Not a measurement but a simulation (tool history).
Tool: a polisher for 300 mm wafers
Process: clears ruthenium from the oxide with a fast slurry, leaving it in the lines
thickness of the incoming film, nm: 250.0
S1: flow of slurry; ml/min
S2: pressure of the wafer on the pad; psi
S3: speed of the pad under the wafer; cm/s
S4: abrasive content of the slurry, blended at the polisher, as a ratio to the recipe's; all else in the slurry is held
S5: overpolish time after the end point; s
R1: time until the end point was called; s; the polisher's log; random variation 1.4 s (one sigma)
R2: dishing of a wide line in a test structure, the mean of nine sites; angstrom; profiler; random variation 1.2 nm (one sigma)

run,hour,S1,S2,S3,S4,S5,R1,R2
1,0,165,3.3,90,1,17,59.773,509.52
2,6.3,165,3.2,90,1,18,60.944,514.39
3,15,165,3.2,90,1,21,60.019,589.89
4,23.9,165,3.1,90,1,22,65.427,596.4
5,28.4,165,3.1,98,1,22,57.066,665.94
6,33.1,195,3.1,98,1,22,54.628,651.33
7,40.2,190,2.9,98,1,22,63.351,628.47
8,45.8,190,2.8,98,1,22,64.39,594.88

Run 9 comes next. What will it give?
9,49.4,190,2.7,98,1,22,?,?

{"run 9": {"R1": 67.176, "R2": 557.54}}

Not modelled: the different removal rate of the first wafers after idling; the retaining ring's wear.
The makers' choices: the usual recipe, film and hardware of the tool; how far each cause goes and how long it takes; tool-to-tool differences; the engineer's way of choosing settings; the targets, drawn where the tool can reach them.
